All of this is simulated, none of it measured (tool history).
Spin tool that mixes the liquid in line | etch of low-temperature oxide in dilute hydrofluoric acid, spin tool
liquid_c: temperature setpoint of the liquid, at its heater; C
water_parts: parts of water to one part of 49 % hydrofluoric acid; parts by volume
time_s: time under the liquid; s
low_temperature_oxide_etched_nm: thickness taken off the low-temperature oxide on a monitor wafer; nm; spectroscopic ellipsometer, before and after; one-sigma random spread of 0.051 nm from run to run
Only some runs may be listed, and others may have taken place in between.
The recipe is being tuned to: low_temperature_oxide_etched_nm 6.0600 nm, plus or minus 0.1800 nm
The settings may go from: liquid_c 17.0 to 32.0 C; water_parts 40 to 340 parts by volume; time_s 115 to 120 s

run  hour  liquid_c  water_parts  time_s  low_temperature_oxide_etched_nm
  1   0.0      24.0          190     115                           8.0055
  2   6.6      22.0          190     115                           7.4289
  3   8.3      20.5          190     115                           7.0468
  4  15.7      20.5          190     115                           7.0464
  5  21.3      20.5          165     115                           8.2584
  6  24.1      20.5          165     115                           8.2843
  7  27.5      19.5          175     115                           7.3948
  8  28.8      19.0          180     115                           7.1200
  9  31.8      18.5          185     115                           6.7019
 10  35.3      18.0          185     115                           6.6403
 11  41.9      18.0          185     115                           6.5137
 12  48.0      17.5          185     115                           6.4785

Pick the move, out of 5, that brings all results within their allowed miss; only one does.
  A  54.1      17.0          170     115                                ?
  B  54.1      18.0          205     120                                ?
  C  54.1      17.0          175     120                                ?
  D  54.1      17.5          185     120                                ?
  E  54.1      21.0          200     120                                ?

move  low_temperature_oxide_etched_nm
   A                           6.8874
   B                           6.0022
   C                           6.9487
   D                           6.6438
   E                           6.9447
A: moves away from the targets compared with the last run
B: all results land within tolerance of their targets
C: moves away from the targets compared with the last run
D: moves away from the targets compared with the last run
E: moves away from the targets compared with the last run
The move that meets every target is B.

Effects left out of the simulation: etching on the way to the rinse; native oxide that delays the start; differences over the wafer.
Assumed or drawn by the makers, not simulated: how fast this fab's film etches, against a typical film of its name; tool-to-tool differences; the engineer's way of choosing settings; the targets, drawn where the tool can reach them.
